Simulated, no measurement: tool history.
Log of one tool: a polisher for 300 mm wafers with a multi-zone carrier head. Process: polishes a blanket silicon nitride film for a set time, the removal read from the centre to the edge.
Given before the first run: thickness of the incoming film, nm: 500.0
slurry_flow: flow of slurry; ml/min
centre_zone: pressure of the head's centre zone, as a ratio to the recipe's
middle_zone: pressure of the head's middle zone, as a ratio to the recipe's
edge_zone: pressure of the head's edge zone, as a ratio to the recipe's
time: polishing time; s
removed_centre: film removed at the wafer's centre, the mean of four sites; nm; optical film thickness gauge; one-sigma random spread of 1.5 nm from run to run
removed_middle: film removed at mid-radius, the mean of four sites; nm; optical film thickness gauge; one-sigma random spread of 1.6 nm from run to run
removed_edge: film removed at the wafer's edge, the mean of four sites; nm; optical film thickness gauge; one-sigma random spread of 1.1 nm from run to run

Run 1, hour 0.0: slurry_flow 310 ml/min, centre_zone 1.00, middle_zone 1.00, edge_zone 1.00, time 41 s. Result: removed_centre 116.36 nm, removed_middle 119.32 nm, removed_edge 114.24 nm.
Run 2, hour 2.3: slurry_flow 310 ml/min, centre_zone 1.07, middle_zone 1.00, edge_zone 1.00, time 41 s. Result: removed_centre 126.94 nm, removed_middle 117.47 nm, removed_edge 116.12 nm.
Run 3, hour 7.0: slurry_flow 315 ml/min, centre_zone 1.06, middle_zone 1.02, edge_zone 1.03, time 42 s. Result: removed_centre 128.16 nm, removed_middle 120.88 nm, removed_edge 117.39 nm.
Run 4, hour 13.6: slurry_flow 315 ml/min, centre_zone 1.06, middle_zone 1.02, edge_zone 1.03, time 38 s. Result: removed_centre 116.20 nm, removed_middle 110.85 nm, removed_edge 108.30 nm.
Run 5, hour 18.0: slurry_flow 275 ml/min, centre_zone 1.06, middle_zone 1.02, edge_zone 1.03, time 38 s. Result: removed_centre 116.43 nm, removed_middle 107.40 nm, removed_edge 108.35 nm.
Run 6, hour 19.4: slurry_flow 280 ml/min, centre_zone 1.04, middle_zone 1.03, edge_zone 1.04, time 40 s. Result: removed_centre 119.42 nm, removed_middle 115.90 nm, removed_edge 113.72 nm.
Run 7, hour 21.2: slurry_flow 280 ml/min, centre_zone 1.04, middle_zone 1.03, edge_zone 1.04, time 40 s. Result: removed_centre 115.81 nm, removed_middle 117.82 nm, removed_edge 113.02 nm.

Run 8 is up next; what results do you expect?
Run 8, hour 24.9: slurry_flow 275 ml/min, centre_zone 1.04, middle_zone 1.04, edge_zone 1.05, time 41 s. Result: removed_centre ?, removed_middle ?, removed_edge ?.

Logged for run 8: removed_centre 119.60 nm, removed_middle 120.11 nm, removed_edge 116.73 nm.

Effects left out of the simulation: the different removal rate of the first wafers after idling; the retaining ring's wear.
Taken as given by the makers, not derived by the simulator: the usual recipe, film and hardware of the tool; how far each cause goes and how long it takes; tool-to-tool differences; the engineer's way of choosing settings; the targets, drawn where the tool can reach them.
